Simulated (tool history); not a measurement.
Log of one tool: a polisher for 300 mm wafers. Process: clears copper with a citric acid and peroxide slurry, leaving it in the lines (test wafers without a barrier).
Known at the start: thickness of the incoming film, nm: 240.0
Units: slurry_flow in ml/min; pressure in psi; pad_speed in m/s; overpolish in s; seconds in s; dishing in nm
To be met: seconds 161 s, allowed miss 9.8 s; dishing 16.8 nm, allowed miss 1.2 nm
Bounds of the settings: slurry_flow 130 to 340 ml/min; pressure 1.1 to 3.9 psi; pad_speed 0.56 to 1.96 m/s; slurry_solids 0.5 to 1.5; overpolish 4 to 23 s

run,hour,slurry_flow,pressure,pad_speed,slurry_solids,overpolish,seconds,dishing
1,0,220,2.5,1.26,1,12,95.859,21.781
2,7.8,220,2.9,1.26,1,12,87.352,24.637
3,11.5,220,2.7,1.24,1,12,90.878,23.442
4,14.4,180,2.7,1.24,1,12,92.563,22.188
5,19.3,180,2.5,1.22,1,12,101.63,21.361
6,22.3,180,2.4,1.22,1,12,104.13,21.154
7,25.5,180,1.7,1.16,1,14,135.06,18.938
8,33,180,1.6,1.16,1,14,138.79,17.804

Which of these 5 next moves meets every target?
A,40.5,175,1.8,1.16,0.85,15,?,?
B,40.5,170,1.4,1.52,1.2,12,?,?
C,40.5,165,1.7,1.26,1.05,12,?,?
D,40.5,130,1.4,1.16,1,15,?,?
E,40.5,180,1.9,1.44,1,12,?,?

move,seconds,dishing
A,130.85,20.147
B,111.17,18.953
C,121.18,17.544
D,152.39,17.393
E,100.89,20.867
A: further off than the last run
B: further off than the last run
C: further off than the last run
D: meets every target
E: further off than the last run
The right move is D.

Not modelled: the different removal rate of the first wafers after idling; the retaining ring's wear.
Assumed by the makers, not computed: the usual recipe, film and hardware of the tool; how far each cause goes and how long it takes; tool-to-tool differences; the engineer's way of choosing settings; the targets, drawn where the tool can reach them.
